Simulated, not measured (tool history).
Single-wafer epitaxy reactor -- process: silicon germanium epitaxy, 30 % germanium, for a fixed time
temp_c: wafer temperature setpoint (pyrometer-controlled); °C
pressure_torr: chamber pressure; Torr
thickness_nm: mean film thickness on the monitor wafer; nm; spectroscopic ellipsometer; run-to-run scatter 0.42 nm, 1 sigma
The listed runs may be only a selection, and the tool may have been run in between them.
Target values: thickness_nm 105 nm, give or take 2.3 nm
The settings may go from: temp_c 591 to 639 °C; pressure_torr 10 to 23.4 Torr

Run 1, hour 0: temp_c 615 °C, pressure_torr 16.7 Torr. Result: thickness_nm 80.266 nm.
Run 2, hour 2.8: temp_c 617 °C, pressure_torr 16.7 Torr. Result: thickness_nm 82.87 nm.
Run 3, hour 9.9: temp_c 606 °C, pressure_torr 16.7 Torr. Result: thickness_nm 70.162 nm.
Run 4, hour 17.7: temp_c 599 °C, pressure_torr 16.7 Torr. Result: thickness_nm 62.229 nm.
Run 5, hour 20.8: temp_c 594 °C, pressure_torr 16.7 Torr. Result: thickness_nm 57.37 nm.
Run 6, hour 25.9: temp_c 594 °C, pressure_torr 15.3 Torr. Result: thickness_nm 54.882 nm.
Run 7, hour 32.8: temp_c 594 °C, pressure_torr 15.3 Torr. Result: thickness_nm 54.507 nm.
Run 8, hour 41.4: temp_c 599 °C, pressure_torr 15.4 Torr. Result: thickness_nm 60.167 nm.
Run 9, hour 49.4: temp_c 603 °C, pressure_torr 15.5 Torr. Result: thickness_nm 64.098 nm.
Run 10, hour 57.1: temp_c 607 °C, pressure_torr 15.6 Torr. Result: thickness_nm 68.601 nm.
Run 11, hour 59.9: temp_c 610 °C, pressure_torr 15.7 Torr. Result: thickness_nm 72.078 nm.
Run 12, hour 63.3: temp_c 613 °C, pressure_torr 15.8 Torr. Result: thickness_nm 75.853 nm.
Run 13, hour 67.4: temp_c 616 °C, pressure_torr 15.9 Torr. Result: thickness_nm 79.95 nm.
Run 14, hour 75.6: temp_c 628 °C, pressure_torr 16.3 Torr. Result: thickness_nm 97.139 nm.
Run 15, hour 79.6: temp_c 629 °C, pressure_torr 16.3 Torr. Result: thickness_nm 99.172 nm.
Run 16, hour 86.2: temp_c 631 °C, pressure_torr 16.3 Torr. Result: thickness_nm 101.63 nm.

Consider the 5 candidate settings below. Which is the only one whose results all fall within their allowed miss of target?
Run A, hour 92.8: temp_c 630 °C, pressure_torr 16.2 Torr. Result: thickness_nm ?.
Run B, hour 92.8: temp_c 639 °C, pressure_torr 13.8 Torr. Result: thickness_nm ?.
Run C, hour 92.8: temp_c 630 °C, pressure_torr 16.1 Torr. Result: thickness_nm ?.
Run D, hour 92.8: temp_c 631 °C, pressure_torr 15.6 Torr. Result: thickness_nm ?.
Run E, hour 92.8: temp_c 629 °C, pressure_torr 16.5 Torr. Result: thickness_nm ?.

move  thickness_nm
   A        99.678
   B         104.8
   C        99.357
   D        99.227
   E         99.11
A: its largest miss is bigger than the last run's
B: hits every target within its allowed miss
C: its largest miss is bigger than the last run's
D: its largest miss is bigger than the last run's
E: its largest miss is bigger than the last run's
The right move is B.
